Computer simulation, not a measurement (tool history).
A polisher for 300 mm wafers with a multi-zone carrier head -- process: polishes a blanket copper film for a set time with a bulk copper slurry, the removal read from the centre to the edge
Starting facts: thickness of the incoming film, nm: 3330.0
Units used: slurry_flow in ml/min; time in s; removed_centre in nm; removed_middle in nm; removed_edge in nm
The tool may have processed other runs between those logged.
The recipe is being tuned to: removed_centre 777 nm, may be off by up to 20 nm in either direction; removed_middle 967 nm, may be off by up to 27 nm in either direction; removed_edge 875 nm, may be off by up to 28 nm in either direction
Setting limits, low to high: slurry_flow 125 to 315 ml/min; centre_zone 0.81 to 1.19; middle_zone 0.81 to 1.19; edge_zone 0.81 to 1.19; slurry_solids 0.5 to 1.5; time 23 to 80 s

| run | day | slurry_flow | centre_zone | middle_zone | edge_zone | slurry_solids | time | removed_centre | removed_middle | removed_edge |
|---|---|---|---|---|---|---|---|---|---|---|
| 1 | 0 | 205 | 1 | 1 | 1 | 1 | 51 | 735.55 | 718.67 | 720.83 |
| 2 | 0.038 | 205 | 1 | 1 | 1.07 | 1 | 51 | 735 | 718.86 | 731.13 |
| 3 | 0.079 | 220 | 0.96 | 1.05 | 1.1 | 1.15 | 52 | 759.29 | 815.23 | 801.61 |
| 4 | 0.162 | 220 | 0.96 | 1.05 | 1.1 | 1.15 | 47 | 682.54 | 722.79 | 714.71 |
| 5 | 0.488 | 235 | 0.94 | 1.09 | 1.12 | 1.25 | 48 | 710.04 | 786.85 | 781.08 |
| 6 | 0.833 | 205 | 0.94 | 1.09 | 1.12 | 1.25 | 48 | 684.33 | 775.24 | 760.67 |
| 7 | 1.104 | 225 | 0.93 | 1.12 | 1.1 | 1.35 | 49 | 739.9 | 847.49 | 779.41 |
| 8 | 1.438 | 245 | 0.91 | 1.14 | 1.12 | 1.4 | 49 | 722.59 | 875.83 | 813.46 |
| 9 | 1.704 | 255 | 0.92 | 1.16 | 1.13 | 1.45 | 49 | 752.51 | 902.45 | 826.42 |
| 10 | 1.892 | 265 | 0.92 | 1.17 | 1.14 | 1.45 | 49 | 746.49 | 908.29 | 845.1 |
| 11 | 2.062 | 270 | 0.92 | 1.18 | 1.14 | 1.45 | 49 | 751.11 | 919.47 | 830.35 |
| 12 | 2.429 | 275 | 0.92 | 1.18 | 1.15 | 1.45 | 49 | 755.24 | 933.91 | 841.92 |
| 13 | 2.775 | 280 | 0.92 | 1.18 | 1.16 | 1.45 | 49 | 747.35 | 914.41 | 849.08 |
| 14 | 3.046 | 280 | 0.92 | 1.18 | 1.15 | 1.45 | 49 | 757.17 | 926.34 | 841.34 |
|  | 3.121 | edge zone pressure recalibrated |
| 15 | 3.121 | 285 | 0.92 | 1.18 | 1.15 | 1.45 | 49 | 766.68 | 929.78 | 868.4 |
| 16 | 3.329 | 285 | 0.91 | 1.18 | 1.14 | 1.45 | 49 | 752.68 | 924.67 | 867.04 |
| 17 | 3.65 | 280 | 0.91 | 1.18 | 1.14 | 1.45 | 49 | 755.07 | 920.04 | 875.77 |
| 18 | 3.954 | 275 | 0.91 | 1.18 | 1.15 | 1.45 | 49 | 755.78 | 915.58 | 883.66 |
| 19 | 4.233 | 280 | 0.91 | 1.18 | 1.14 | 1.45 | 49 | 741.36 | 925.63 | 875.4 |
| 20 | 4.496 | 280 | 0.92 | 1.18 | 1.13 | 1.45 | 49 | 750.33 | 937.79 | 875.76 |

Which one of the following 4 next-run settings gets every result inside its allowed miss? There is exactly one.
| A | 4.758 | 315 | 0.82 | 1.06 | 0.85 | 1.1 | 60 | ? | ? | ? |
| B | 4.758 | 290 | 0.85 | 1.17 | 1.04 | 1.4 | 52 | ? | ? | ? |
| C | 4.758 | 250 | 0.9 | 1.19 | 1.05 | 1.5 | 48 | ? | ? | ? |
| D | 4.758 | 260 | 0.95 | 1.15 | 1.18 | 1.5 | 49 | ? | ? | ? |

| move | removed_centre | removed_middle | removed_edge |
|---|---|---|---|
| A | 769.67 | 967.65 | 877.27 |
| B | 733.91 | 968.13 | 887.23 |
| C | 717.98 | 908.45 | 827.67 |
| D | 777.87 | 904.27 | 900.35 |
A: all results land within tolerance of their targets
B: further off than the last run
C: further off than the last run
D: corrects the largest miss of the last run, while another result sits out of spec
The right move is A.

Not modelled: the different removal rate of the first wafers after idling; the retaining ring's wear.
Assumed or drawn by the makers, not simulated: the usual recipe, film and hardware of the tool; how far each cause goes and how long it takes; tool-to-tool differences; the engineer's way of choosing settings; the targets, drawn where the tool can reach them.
